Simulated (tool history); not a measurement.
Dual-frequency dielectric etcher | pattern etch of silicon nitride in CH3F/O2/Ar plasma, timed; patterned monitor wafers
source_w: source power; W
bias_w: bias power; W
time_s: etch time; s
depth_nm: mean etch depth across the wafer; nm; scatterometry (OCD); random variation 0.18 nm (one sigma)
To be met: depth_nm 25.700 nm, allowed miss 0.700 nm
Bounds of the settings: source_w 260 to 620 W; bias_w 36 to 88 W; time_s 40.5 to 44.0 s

Run 1, hour 0.0: source_w 440 W, bias_w 62 W, time_s 44.0 s. Result: depth_nm 31.993 nm.
Run 2, hour 4.3: source_w 490 W, bias_w 62 W, time_s 44.0 s. Result: depth_nm 33.695 nm.
Run 3, hour 11.1: source_w 470 W, bias_w 60 W, time_s 44.0 s. Result: depth_nm 32.600 nm.
Run 4, hour 14.0: source_w 470 W, bias_w 53 W, time_s 44.0 s. Result: depth_nm 30.810 nm.
Run 5, hour 14.7: source_w 450 W, bias_w 52 W, time_s 44.0 s. Result: depth_nm 30.131 nm.
Run 6, hour 16.1: source_w 440 W, bias_w 51 W, time_s 44.0 s. Result: depth_nm 29.308 nm.
Run 7, hour 19.2: source_w 430 W, bias_w 51 W, time_s 44.0 s. Result: depth_nm 29.205 nm.
Run 8, hour 20.6: source_w 420 W, bias_w 51 W, time_s 44.0 s. Result: depth_nm 28.888 nm.
Run 9, hour 26.2: source_w 410 W, bias_w 51 W, time_s 44.0 s. Result: depth_nm 28.475 nm.
Run 10, hour 31.6: source_w 320 W, bias_w 46 W, time_s 43.5 s. Result: depth_nm 22.945 nm.
Run 11, hour 37.7: source_w 330 W, bias_w 46 W, time_s 43.5 s. Result: depth_nm 23.649 nm.
Run 12, hour 44.2: source_w 340 W, bias_w 46 W, time_s 43.5 s. Result: depth_nm 24.075 nm.

Which of these 4 next moves meets every target?
Run A, hour 50.7: source_w 350 W, bias_w 45 W, time_s 43.5 s. Result: depth_nm ?.
Run B, hour 50.7: source_w 380 W, bias_w 50 W, time_s 44.0 s. Result: depth_nm ?.
Run C, hour 50.7: source_w 380 W, bias_w 49 W, time_s 42.5 s. Result: depth_nm ?.
Run D, hour 50.7: source_w 350 W, bias_w 44 W, time_s 43.0 s. Result: depth_nm ?.

move  depth_nm
   A    24.323
   B    26.968
   C    25.829
   D    23.815
A: nearer than the last run, and not there yet
B: takes the result that was furthest off past its target
C: meets every target
D: further off than the last run
The right move is C.
